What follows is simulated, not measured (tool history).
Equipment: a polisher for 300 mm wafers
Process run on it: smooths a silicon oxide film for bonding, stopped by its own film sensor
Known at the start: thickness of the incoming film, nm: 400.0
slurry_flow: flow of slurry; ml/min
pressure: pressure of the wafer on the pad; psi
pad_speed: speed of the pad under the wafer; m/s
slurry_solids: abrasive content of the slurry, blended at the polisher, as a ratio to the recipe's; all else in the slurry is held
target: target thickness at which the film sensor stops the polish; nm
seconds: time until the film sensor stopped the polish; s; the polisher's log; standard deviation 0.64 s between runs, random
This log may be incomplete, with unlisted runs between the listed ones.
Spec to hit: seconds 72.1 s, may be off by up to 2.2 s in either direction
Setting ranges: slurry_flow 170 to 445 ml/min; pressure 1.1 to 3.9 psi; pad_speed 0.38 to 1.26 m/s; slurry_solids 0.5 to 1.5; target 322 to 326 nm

| run | day | slurry_flow | pressure | pad_speed | slurry_solids | target | seconds |
|---|---|---|---|---|---|---|---|
| 1 | 0 | 285 | 2.5 | 0.82 | 1 | 326 | 101.96 |
| 2 | 0.133 | 285 | 2.5 | 0.7 | 1 | 326 | 117.36 |
| 3 | 0.283 | 285 | 2.2 | 0.7 | 1 | 326 | 131.08 |
| 4 | 0.367 | 285 | 2.7 | 0.7 | 1 | 326 | 108.48 |
| 5 | 0.554 | 285 | 2.7 | 0.7 | 1.1 | 326 | 104.04 |
| 6 | 0.588 | 285 | 2.7 | 0.6 | 1.1 | 326 | 118.11 |
| 7 | 0.788 | 285 | 3.1 | 0.62 | 1.1 | 326 | 101.56 |
| 8 | 1.108 | 285 | 3.4 | 0.64 | 1.1 | 326 | 91.162 |
|  | 1.379 | slurry blender recalibrated |
| 9 | 1.379 | 285 | 3.6 | 0.66 | 1.1 | 326 | 78.905 |
| 10 | 1.596 | 285 | 3.7 | 0.66 | 1.1 | 326 | 76.441 |

4 next moves are on the table. One of them brings every result within its allowed miss. Which?
| A | 1.812 | 375 | 3.7 | 0.64 | 1.15 | 322 | ? |
| B | 1.812 | 305 | 3.8 | 0.68 | 1.2 | 323 | ? |
| C | 1.812 | 315 | 3.4 | 0.68 | 1.35 | 323 | ? |
| D | 1.812 | 345 | 3.9 | 0.6 | 1.05 | 326 | ? |

| move | seconds |
|---|---|
| A | 78.649 |
| B | 72.263 |
| C | 77.026 |
| D | 77.58 |
A: further off than the last run
B: every result within its allowed miss
C: further off than the last run
D: further off than the last run
Correct choice: B, which meets every target
